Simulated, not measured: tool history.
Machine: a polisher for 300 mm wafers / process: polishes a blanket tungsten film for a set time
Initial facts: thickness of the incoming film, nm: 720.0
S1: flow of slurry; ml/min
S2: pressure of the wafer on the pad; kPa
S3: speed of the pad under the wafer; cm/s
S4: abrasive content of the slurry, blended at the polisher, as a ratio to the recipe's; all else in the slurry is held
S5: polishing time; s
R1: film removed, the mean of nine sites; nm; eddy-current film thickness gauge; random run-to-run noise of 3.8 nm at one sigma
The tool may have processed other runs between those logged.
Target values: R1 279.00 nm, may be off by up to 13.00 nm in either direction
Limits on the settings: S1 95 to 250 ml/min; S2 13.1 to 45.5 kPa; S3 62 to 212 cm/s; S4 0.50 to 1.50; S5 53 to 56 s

{"run": 1, "hour": 0.0, "S1": 160, "S2": 29.0, "S3": 136, "S4": 1.0, "S5": 53, "R1": 389.22}
{"run": 2, "hour": 3.9, "S1": 160, "S2": 29.0, "S3": 112, "S4": 1.0, "S5": 53, "R1": 319.89}
{"run": 3, "hour": 8.0, "S1": 160, "S2": 33.8, "S3": 112, "S4": 1.0, "S5": 53, "R1": 374.86}
{"run": 4, "hour": 12.5, "S1": 160, "S2": 33.1, "S3": 112, "S4": 1.0, "S5": 53, "R1": 370.84}
{"run": 5, "hour": 19.6, "S1": 160, "S2": 33.1, "S3": 112, "S4": 0.8, "S5": 53, "R1": 338.92}
{"run": 6, "hour": 21.1, "S1": 160, "S2": 32.4, "S3": 112, "S4": 0.8, "S5": 53, "R1": 327.93}
{"run": 7, "hour": 21.6, "S1": 160, "S2": 31.7, "S3": 112, "S4": 0.8, "S5": 53, "R1": 326.95}
{"run": 8, "hour": 22.4, "S1": 160, "S2": 31.7, "S3": 112, "S4": 0.8, "S5": 53, "R1": 321.64}
{"run": 9, "hour": 23.5, "S1": 160, "S2": 31.0, "S3": 112, "S4": 0.8, "S5": 53, "R1": 321.71}
{"run": 10, "hour": 28.1, "S1": 160, "S2": 30.3, "S3": 112, "S4": 0.8, "S5": 53, "R1": 314.81}
{"run": 11, "hour": 31.5, "S1": 155, "S2": 26.2, "S3": 110, "S4": 0.8, "S5": 53, "R1": 267.17}
{"run": 12, "hour": 37.4, "S1": 155, "S2": 26.2, "S3": 110, "S4": 0.8, "S5": 53, "R1": 259.48}

Which one of the following 5 next-run settings gets every result inside its allowed miss? There is exactly one.
{"run": "A", "hour": 43.3, "S1": 150, "S2": 31.0, "S3": 86, "S4": 0.75, "S5": 53, "R1": "?"}
{"run": "B", "hour": 43.3, "S1": 105, "S2": 25.5, "S3": 108, "S4": 0.85, "S5": 53, "R1": "?"}
{"run": "C", "hour": 43.3, "S1": 200, "S2": 24.8, "S3": 110, "S4": 0.65, "S5": 53, "R1": "?"}
{"run": "D", "hour": 43.3, "S1": 145, "S2": 25.5, "S3": 108, "S4": 0.8, "S5": 53, "R1": "?"}
{"run": "E", "hour": 43.3, "S1": 150, "S2": 28.3, "S3": 100, "S4": 0.9, "S5": 55, "R1": "?"}

move=A R1=236.44
move=B R1=244.74
move=C R1=235.94
move=D R1=247.75
move=E R1=274.89
A: moves away from the targets compared with the last run
B: moves away from the targets compared with the last run
C: moves away from the targets compared with the last run
D: moves away from the targets compared with the last run
E: hits every target within its allowed miss
E meets every target.

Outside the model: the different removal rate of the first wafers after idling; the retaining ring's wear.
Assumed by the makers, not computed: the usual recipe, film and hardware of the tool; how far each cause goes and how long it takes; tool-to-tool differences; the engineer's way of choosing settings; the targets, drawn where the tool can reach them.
